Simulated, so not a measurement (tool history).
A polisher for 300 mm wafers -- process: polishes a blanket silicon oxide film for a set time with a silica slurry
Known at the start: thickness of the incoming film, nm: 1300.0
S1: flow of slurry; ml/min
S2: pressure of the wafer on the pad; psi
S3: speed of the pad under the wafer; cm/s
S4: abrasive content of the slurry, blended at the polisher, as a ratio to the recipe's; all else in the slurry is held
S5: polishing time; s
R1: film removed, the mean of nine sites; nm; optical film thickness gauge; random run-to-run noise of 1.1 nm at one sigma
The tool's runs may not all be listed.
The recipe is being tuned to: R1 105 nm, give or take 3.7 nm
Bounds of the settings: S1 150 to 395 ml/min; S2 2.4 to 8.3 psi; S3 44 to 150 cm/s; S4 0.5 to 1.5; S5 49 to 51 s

| run | day | S1 | S2 | S3 | S4 | S5 | R1 |
|---|---|---|---|---|---|---|---|
| 1 | 0 | 250 | 5.3 | 96 | 1 | 49 | 215.56 |
| 2 | 0.167 | 250 | 5.3 | 96 | 0.9 | 49 | 204.02 |
| 3 | 0.462 | 250 | 5.3 | 106 | 0.9 | 49 | 214.57 |
| 4 | 0.596 | 250 | 4.5 | 98 | 0.9 | 49 | 181.28 |
| 5 | 0.862 | 250 | 4.5 | 122 | 0.9 | 49 | 212.01 |
| 6 | 1.229 | 250 | 4.5 | 140 | 0.9 | 49 | 234.05 |
| 7 | 1.604 | 250 | 3.9 | 122 | 0.85 | 49 | 177.76 |
| 8 | 1.675 | 250 | 3.5 | 114 | 0.85 | 49 | 156.58 |
| 9 | 1.908 | 250 | 3.5 | 114 | 0.85 | 49 | 157.92 |
| 10 | 2.192 | 250 | 3.2 | 106 | 0.85 | 49 | 136.36 |
| 11 | 2.388 | 250 | 3 | 102 | 0.85 | 49 | 128.8 |

Exactly one of the 4 candidate moves below puts every result within its allowed miss. Which one?
| A | 2.583 | 270 | 2.4 | 94 | 0.75 | 49 | ? |
| B | 2.583 | 350 | 3.1 | 102 | 0.55 | 49 | ? |
| C | 2.583 | 215 | 3.6 | 108 | 0.5 | 49 | ? |
| D | 2.583 | 315 | 2.8 | 84 | 0.8 | 49 | ? |

| move | R1 |
|---|---|
| A | 95 |
| B | 96.92 |
| C | 98.09 |
| D | 104.72 |
A: takes the biggest miss from the last run beyond its target
B: takes the biggest miss from the last run beyond its target
C: takes the biggest miss from the last run beyond its target
D: every result lands within tolerance
The move that meets every target is D.

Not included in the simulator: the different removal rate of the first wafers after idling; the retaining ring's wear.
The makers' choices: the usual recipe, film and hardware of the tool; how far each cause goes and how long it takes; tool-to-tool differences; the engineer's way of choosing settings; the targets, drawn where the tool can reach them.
